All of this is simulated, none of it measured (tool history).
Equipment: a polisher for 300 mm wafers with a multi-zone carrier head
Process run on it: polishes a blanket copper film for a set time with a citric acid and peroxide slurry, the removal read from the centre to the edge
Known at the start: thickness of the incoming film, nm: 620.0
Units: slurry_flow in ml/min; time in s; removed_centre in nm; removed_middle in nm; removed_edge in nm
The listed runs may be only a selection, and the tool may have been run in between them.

run,hour,slurry_flow,centre_zone,middle_zone,edge_zone,slurry_solids,time,removed_centre,removed_middle,removed_edge
1,0,160,1,1,1,1,76,200.88,198.02,187.3
2,0.6,160,1,0.95,1,1,76,197.13,191.88,189.98
3,2.1,165,1,0.97,1.01,1.1,80,214.57,211.21,202.21
4,5.4,165,1,0.97,1.02,1.15,84,226.98,218.31,215.44
5,13.1,165,0.92,0.97,1.02,1.15,84,203.16,222.07,216.62
6,17.6,165,0.92,0.97,1.02,1.15,69,170.6,187.43,180.19
7,21.5,170,0.93,0.98,1.03,1.2,75,186.44,201.97,198.23

What does the tool deliver on the next run?
8,24.8,175,0.94,1,1.03,1.25,80,?,?,?

{"run 8": {"removed_centre": 208.22, "removed_middle": 224.65, "removed_edge": 215.86}}

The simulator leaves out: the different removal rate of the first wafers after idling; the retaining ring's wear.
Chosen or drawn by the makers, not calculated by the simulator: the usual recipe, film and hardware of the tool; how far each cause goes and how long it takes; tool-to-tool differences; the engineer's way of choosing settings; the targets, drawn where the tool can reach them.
